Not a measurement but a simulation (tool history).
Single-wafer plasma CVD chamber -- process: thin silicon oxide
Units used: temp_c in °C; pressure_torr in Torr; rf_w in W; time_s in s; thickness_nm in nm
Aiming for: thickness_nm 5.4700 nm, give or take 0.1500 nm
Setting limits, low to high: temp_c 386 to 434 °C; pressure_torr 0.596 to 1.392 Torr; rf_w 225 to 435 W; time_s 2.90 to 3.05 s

run	day	temp_c	pressure_torr	rf_w	time_s	thickness_nm
1	0.000	410	0.994	330	3.05	7.1264
2	0.092	417	0.994	330	3.05	7.1046
3	0.438	417	1.071	330	3.05	7.3136
4	0.696	417	1.071	330	3.05	7.4155
5	0.779	409	1.071	330	3.05	7.4107
6	1.062	409	0.981	320	3.03	6.8384
7	1.396	409	0.913	315	3.03	6.4265
8	1.475	409	0.868	315	3.03	6.1802
9	1.667	409	0.836	315	3.03	6.0254
10	1.988	409	0.811	315	3.03	5.8797
11	2.362	409	0.793	315	3.03	5.8037
12	2.558	409	0.778	315	3.03	5.7167
13	2.862	409	0.767	315	3.03	5.6331

Exercise: of the 5 proposed moves below, exactly one satisfies all targets within the stated allowed misses. Which move is it?
A	3.167	386	0.651	410	3.05	?
B	3.167	407	0.773	315	3.05	?
C	3.167	416	0.813	295	3.05	?
D	3.167	410	0.791	305	2.93	?
E	3.167	416	0.756	335	3.05	?

move	thickness_nm
A	5.7069
B	5.7155
C	5.6936
D	5.4822
E	5.7654
A: lands further from the targets than the last run did
B: lands further from the targets than the last run did
C: lands further from the targets than the last run did
D: each result inside its tolerance
E: lands further from the targets than the last run did
Correct choice: D, which meets every target

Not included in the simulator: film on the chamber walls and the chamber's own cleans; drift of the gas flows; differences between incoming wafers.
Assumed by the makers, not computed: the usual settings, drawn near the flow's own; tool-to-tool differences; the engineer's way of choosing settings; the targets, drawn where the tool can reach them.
